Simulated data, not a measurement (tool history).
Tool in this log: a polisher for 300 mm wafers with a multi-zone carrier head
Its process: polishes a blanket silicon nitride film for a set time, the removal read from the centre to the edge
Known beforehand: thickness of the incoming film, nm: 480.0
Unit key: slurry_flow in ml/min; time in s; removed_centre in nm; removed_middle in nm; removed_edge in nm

| run | hour | slurry_flow | centre_zone | middle_zone | edge_zone | time | removed_centre | removed_middle | removed_edge |
|---|---|---|---|---|---|---|---|---|---|
| 1 | 0.0 | 185 | 1.00 | 1.00 | 1.00 | 52 | 89.785 | 87.811 | 85.998 |
| 2 | 6.4 | 185 | 1.00 | 0.93 | 1.00 | 52 | 90.884 | 83.456 | 89.292 |
| 3 | 7.4 | 185 | 1.00 | 0.93 | 1.00 | 43 | 74.369 | 67.351 | 74.237 |
| 4 | 12.1 | 145 | 1.00 | 0.93 | 1.00 | 43 | 70.443 | 66.013 | 67.871 |
| 5 | 13.9 | 175 | 1.04 | 0.98 | 1.02 | 46 | 81.327 | 76.645 | 76.818 |
| 6 | 17.8 | 175 | 1.10 | 0.98 | 1.02 | 46 | 85.913 | 74.964 | 78.584 |

Forecast run 7:
| 7 | 23.8 | 195 | 1.12 | 1.02 | 1.03 | 48 | ? | ? | ? |

removed_centre: 93.895 nm
removed_middle: 84.261 nm
removed_edge: 83.427 nm

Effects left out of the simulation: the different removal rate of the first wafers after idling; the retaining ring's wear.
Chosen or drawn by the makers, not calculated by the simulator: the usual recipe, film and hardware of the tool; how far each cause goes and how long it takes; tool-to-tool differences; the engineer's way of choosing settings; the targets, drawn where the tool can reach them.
